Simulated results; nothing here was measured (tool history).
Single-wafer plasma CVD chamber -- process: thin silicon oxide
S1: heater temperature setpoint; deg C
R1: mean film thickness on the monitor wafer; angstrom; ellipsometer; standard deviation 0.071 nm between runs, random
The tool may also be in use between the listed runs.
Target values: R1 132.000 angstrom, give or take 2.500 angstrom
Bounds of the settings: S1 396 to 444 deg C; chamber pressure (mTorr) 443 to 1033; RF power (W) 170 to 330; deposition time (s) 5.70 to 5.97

{"run": 1, "hour": 0.0, "S1": 420, "chamber pressure (mTorr)": 738, "RF power (W)": 250, "deposition time (s)": 5.97, "R1": 90.113}
{"run": 2, "hour": 1.1, "S1": 420, "chamber pressure (mTorr)": 821, "RF power (W)": 250, "deposition time (s)": 5.97, "R1": 99.637}
{"run": 3, "hour": 2.1, "S1": 414, "chamber pressure (mTorr)": 821, "RF power (W)": 250, "deposition time (s)": 5.97, "R1": 99.449}
{"run": 4, "hour": 9.2, "S1": 414, "chamber pressure (mTorr)": 821, "RF power (W)": 225, "deposition time (s)": 5.97, "R1": 92.623}
{"run": 5, "hour": 12.9, "S1": 414, "chamber pressure (mTorr)": 899, "RF power (W)": 225, "deposition time (s)": 5.97, "R1": 100.65}
{"run": 6, "hour": 16.2, "S1": 414, "chamber pressure (mTorr)": 940, "RF power (W)": 240, "deposition time (s)": 5.97, "R1": 110.26}
{"run": 7, "hour": 18.0, "S1": 413, "chamber pressure (mTorr)": 1033, "RF power (W)": 270, "deposition time (s)": 5.97, "R1": 127.35}
{"run": 8, "hour": 25.9, "S1": 413, "chamber pressure (mTorr)": 1033, "RF power (W)": 275, "deposition time (s)": 5.97, "R1": 127.89}
{"run": 9, "hour": 29.2, "S1": 413, "chamber pressure (mTorr)": 1033, "RF power (W)": 280, "deposition time (s)": 5.97, "R1": 129.26}

Below are 5 possible settings for the next run. Only one of them brings all results inside the allowed miss of their targets. Which is it?
{"run": "A", "hour": 32.5, "S1": 409, "chamber pressure (mTorr)": 962, "RF power (W)": 295, "deposition time (s)": 5.97, "R1": "?"}
{"run": "B", "hour": 32.5, "S1": 413, "chamber pressure (mTorr)": 1020, "RF power (W)": 285, "deposition time (s)": 5.87, "R1": "?"}
{"run": "C", "hour": 32.5, "S1": 405, "chamber pressure (mTorr)": 1004, "RF power (W)": 325, "deposition time (s)": 5.74, "R1": "?"}
{"run": "D", "hour": 32.5, "S1": 422, "chamber pressure (mTorr)": 957, "RF power (W)": 290, "deposition time (s)": 5.97, "R1": "?"}
{"run": "E", "hour": 32.5, "S1": 409, "chamber pressure (mTorr)": 1029, "RF power (W)": 285, "deposition time (s)": 5.7, "R1": "?"}

move=A R1=124.650
move=B R1=125.980
move=C R1=130.570
move=D R1=122.080
move=E R1=123.530
A: moves away from the targets compared with the last run
B: moves away from the targets compared with the last run
C: all results in spec
D: moves away from the targets compared with the last run
E: moves away from the targets compared with the last run
The right move is C.

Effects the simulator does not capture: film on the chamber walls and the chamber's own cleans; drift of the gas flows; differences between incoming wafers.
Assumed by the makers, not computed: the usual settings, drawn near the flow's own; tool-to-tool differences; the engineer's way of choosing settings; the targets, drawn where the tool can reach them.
